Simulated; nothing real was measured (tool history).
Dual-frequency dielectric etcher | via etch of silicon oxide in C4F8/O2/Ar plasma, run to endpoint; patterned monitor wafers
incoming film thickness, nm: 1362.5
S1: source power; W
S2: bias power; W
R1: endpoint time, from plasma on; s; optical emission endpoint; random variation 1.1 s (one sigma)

Run 1, hour 0: S1 2480 W, S2 2750 W. Result: R1 226.04 s.
Run 2, hour 4.4: S1 2640 W, S2 2750 W. Result: R1 220.32 s.
Run 3, hour 8.2: S1 2220 W, S2 2750 W. Result: R1 235.06 s.
Run 4, hour 11.9: S1 2170 W, S2 2742 W. Result: R1 237.26 s.
Run 5, hour 15.6: S1 2170 W, S2 3072 W. Result: R1 224.57 s.
Run 6, hour 16.6: S1 2170 W, S2 2796 W. Result: R1 236.37 s.

Forecast run 7:
Run 7, hour 25: S1 2130 W, S2 2792 W. Result: R1 ?.

{"run 7": {"R1": 236.21}}
